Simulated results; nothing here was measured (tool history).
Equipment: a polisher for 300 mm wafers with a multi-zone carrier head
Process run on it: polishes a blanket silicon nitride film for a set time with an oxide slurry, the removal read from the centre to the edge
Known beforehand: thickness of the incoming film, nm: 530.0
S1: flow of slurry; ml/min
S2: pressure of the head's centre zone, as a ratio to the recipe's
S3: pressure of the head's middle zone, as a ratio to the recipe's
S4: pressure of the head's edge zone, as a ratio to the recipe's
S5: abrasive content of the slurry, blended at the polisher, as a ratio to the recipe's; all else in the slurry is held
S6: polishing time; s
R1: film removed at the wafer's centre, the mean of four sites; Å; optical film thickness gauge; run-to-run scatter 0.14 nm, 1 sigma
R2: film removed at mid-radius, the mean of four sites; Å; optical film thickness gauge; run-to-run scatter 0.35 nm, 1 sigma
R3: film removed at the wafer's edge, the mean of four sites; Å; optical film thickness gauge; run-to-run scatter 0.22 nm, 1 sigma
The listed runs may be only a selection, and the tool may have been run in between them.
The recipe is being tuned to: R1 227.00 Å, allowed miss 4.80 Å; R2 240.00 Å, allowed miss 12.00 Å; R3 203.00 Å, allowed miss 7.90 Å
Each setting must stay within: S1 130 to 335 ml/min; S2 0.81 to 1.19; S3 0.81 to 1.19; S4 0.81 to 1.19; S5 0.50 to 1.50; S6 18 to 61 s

| run | hour | S1 | S2 | S3 | S4 | S5 | S6 | R1 | R2 | R3 |
|---|---|---|---|---|---|---|---|---|---|---|
| 1 | 0.0 | 215 | 1.00 | 1.00 | 1.00 | 1.00 | 39 | 280.73 | 297.82 | 277.23 |
| 2 | 2.4 | 215 | 1.00 | 1.00 | 0.96 | 0.90 | 39 | 266.91 | 274.48 | 261.64 |
| 3 | 4.8 | 220 | 1.01 | 1.04 | 0.93 | 0.80 | 39 | 252.55 | 266.07 | 238.79 |
| 4 | 11.3 | 215 | 1.01 | 1.05 | 0.90 | 0.75 | 39 | 241.50 | 250.94 | 226.80 |
| 5 | 20.1 | 205 | 1.01 | 1.07 | 0.88 | 0.75 | 39 | 237.83 | 259.25 | 222.58 |
| 6 | 24.8 | 200 | 1.02 | 1.07 | 0.86 | 0.75 | 39 | 241.99 | 251.44 | 215.95 |
| 7 | 29.7 | 190 | 1.01 | 1.07 | 0.85 | 0.75 | 39 | 237.18 | 258.02 | 214.20 |
| 8 | 31.9 | 185 | 1.01 | 1.06 | 0.84 | 0.75 | 39 | 237.82 | 254.60 | 216.33 |
| 9 | 34.8 | 185 | 1.01 | 1.06 | 0.83 | 0.75 | 39 | 235.39 | 256.72 | 213.53 |

Which one of the following 5 next-run settings gets every result inside its allowed miss? There is exactly one.
| A | 37.7 | 155 | 1.13 | 1.04 | 0.82 | 0.85 | 35 | ? | ? | ? |
| B | 37.7 | 190 | 1.04 | 1.10 | 0.87 | 0.65 | 40 | ? | ? | ? |
| C | 37.7 | 230 | 1.11 | 0.99 | 0.85 | 0.60 | 42 | ? | ? | ? |
| D | 37.7 | 140 | 0.86 | 1.13 | 0.81 | 0.75 | 45 | ? | ? | ? |
| E | 37.7 | 185 | 1.05 | 1.00 | 0.87 | 0.85 | 35 | ? | ? | ? |

| move | R1 | R2 | R3 |
|---|---|---|---|
| A | 250.99 | 241.63 | 204.72 |
| B | 228.73 | 248.54 | 205.91 |
| C | 247.71 | 233.11 | 205.39 |
| D | 223.54 | 301.86 | 239.80 |
| E | 239.17 | 240.50 | 213.87 |
A: its largest miss is bigger than the last run's
B: in spec on every target
C: its largest miss is bigger than the last run's
D: the furthest-off result lands on target, but another misses its tolerance
E: its largest miss is bigger than the last run's
B meets every target.
